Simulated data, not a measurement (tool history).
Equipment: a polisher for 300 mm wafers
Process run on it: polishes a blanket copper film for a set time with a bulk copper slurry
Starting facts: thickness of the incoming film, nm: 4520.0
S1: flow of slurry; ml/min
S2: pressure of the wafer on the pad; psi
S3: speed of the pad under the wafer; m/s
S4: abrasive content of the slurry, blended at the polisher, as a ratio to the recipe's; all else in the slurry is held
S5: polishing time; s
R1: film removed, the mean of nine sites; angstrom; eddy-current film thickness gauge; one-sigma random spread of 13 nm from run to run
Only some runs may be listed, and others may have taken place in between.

run  hour   S1   S2    S3   S4  S5       R1
  1   0.0  195  3.5  0.88  1.0  66   7478.4
  2   7.9  195  3.7  0.88  1.0  66   7685.0
  3  13.1  195  2.9  0.88  1.0  66   6215.8
  4  15.6  195  2.9  0.70  1.0  66   4976.5
  5  19.2  195  2.9  0.70  1.1  66   4986.6
  6  19.9  195  2.9  0.70  1.1  66   5064.1
  7  27.5  205  3.9  0.78  1.1  66   7493.7
  8  29.5  205  4.1  0.78  1.1  66   7757.3
  9  33.3  205  4.3  0.78  1.1  66   8139.1
 10  35.4  205  4.4  0.78  1.1  66   8146.9
 11  38.5  210  4.5  0.78  1.1  66   8752.8
 12  47.1  215  4.6  0.78  1.1  66   8743.9
 13  50.6  215  4.7  0.78  1.1  66   8967.6
 14  53.1  215  4.8  0.78  1.1  66   9128.1
 15  54.6  215  4.9  0.78  1.1  66   9344.5
 16  59.3  215  5.0  0.78  1.1  66   9717.2
 17  67.1  215  5.2  0.80  1.1  66  10213.0

Run 18, settings as shown, results not yet in. Your forecast:
 18  68.0  225  5.3  0.82  1.1  66   ?

R1: 10524.0 angstrom
